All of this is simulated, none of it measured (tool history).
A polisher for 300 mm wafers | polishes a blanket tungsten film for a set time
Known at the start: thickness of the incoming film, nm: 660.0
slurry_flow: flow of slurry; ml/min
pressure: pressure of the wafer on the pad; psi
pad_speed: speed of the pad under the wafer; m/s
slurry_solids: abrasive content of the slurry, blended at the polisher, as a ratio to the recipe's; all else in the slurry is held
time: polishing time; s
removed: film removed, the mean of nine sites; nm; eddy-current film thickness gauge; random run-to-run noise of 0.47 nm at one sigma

| run | hour | slurry_flow | pressure | pad_speed | slurry_solids | time | removed |
|---|---|---|---|---|---|---|---|
| 1 | 0 | 310 | 4.3 | 1.14 | 1 | 21 | 130.03 |
| 2 | 8.9 | 310 | 4.3 | 1.14 | 1.1 | 21 | 130.28 |
| 3 | 11.7 | 310 | 3.8 | 1.06 | 1.1 | 21 | 109.47 |
| 4 | 13.2 | 310 | 3.8 | 1.06 | 0.9 | 21 | 104.56 |
| 5 | 17 | 310 | 3.4 | 1 | 0.9 | 21 | 88.462 |
| 6 | 19.9 | 310 | 3.1 | 0.96 | 0.9 | 21 | 78.814 |
| 7 | 25.4 | 310 | 2.9 | 0.94 | 0.9 | 21 | 72.812 |
| 8 | 34.2 | 310 | 2.7 | 0.92 | 0.9 | 21 | 64.698 |
| 9 | 43.2 | 310 | 2.6 | 0.92 | 0.9 | 21 | 64.396 |
| 10 | 52.1 | 310 | 2.5 | 0.92 | 0.9 | 21 | 62.389 |
| 11 | 57.3 | 310 | 2.4 | 0.92 | 0.9 | 21 | 57.84 |

Run 12 is up next; what results do you expect?
| 12 | 60.6 | 310 | 2.3 | 0.92 | 0.9 | 21 | ? |

Run 12 gave removed 55.817 nm.

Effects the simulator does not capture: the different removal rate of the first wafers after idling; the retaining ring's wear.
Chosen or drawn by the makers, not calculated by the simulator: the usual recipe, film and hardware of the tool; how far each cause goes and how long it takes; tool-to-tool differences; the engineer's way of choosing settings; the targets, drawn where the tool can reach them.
